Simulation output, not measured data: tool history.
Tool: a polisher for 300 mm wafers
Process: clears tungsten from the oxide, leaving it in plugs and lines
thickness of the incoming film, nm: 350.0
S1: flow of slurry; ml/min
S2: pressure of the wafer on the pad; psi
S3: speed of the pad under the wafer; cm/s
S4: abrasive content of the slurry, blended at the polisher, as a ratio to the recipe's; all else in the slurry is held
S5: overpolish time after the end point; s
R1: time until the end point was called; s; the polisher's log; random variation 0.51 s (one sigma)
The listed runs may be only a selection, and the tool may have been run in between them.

Run 1, hour 0: S1 245 ml/min, S2 4 psi, S3 114 cm/s, S4 1, S5 5 s. Result: R1 52.943 s.
Run 2, hour 2.7: S1 245 ml/min, S2 4 psi, S3 114 cm/s, S4 1, S5 4 s. Result: R1 53.084 s.
Run 3, hour 6.4: S1 245 ml/min, S2 4 psi, S3 88 cm/s, S4 1, S5 4 s. Result: R1 68.08 s.
Run 4, hour 10.5: S1 195 ml/min, S2 4 psi, S3 88 cm/s, S4 1, S5 4 s. Result: R1 71.389 s.
Run 5, hour 14.1: S1 150 ml/min, S2 4 psi, S3 88 cm/s, S4 1, S5 4 s. Result: R1 73.006 s.
Run 6, hour 18.2: S1 155 ml/min, S2 4.5 psi, S3 88 cm/s, S4 1, S5 4 s. Result: R1 65.984 s.
Run 7, hour 22.8: S1 165 ml/min, S2 4.9 psi, S3 90 cm/s, S4 1, S5 4 s. Result: R1 58.22 s.

Run 8 comes next. What will it give?
Run 8, hour 25.1: S1 170 ml/min, S2 5.2 psi, S3 92 cm/s, S4 1, S5 4 s. Result: R1 ?.

Run 8 came out at R1 54.444 s.
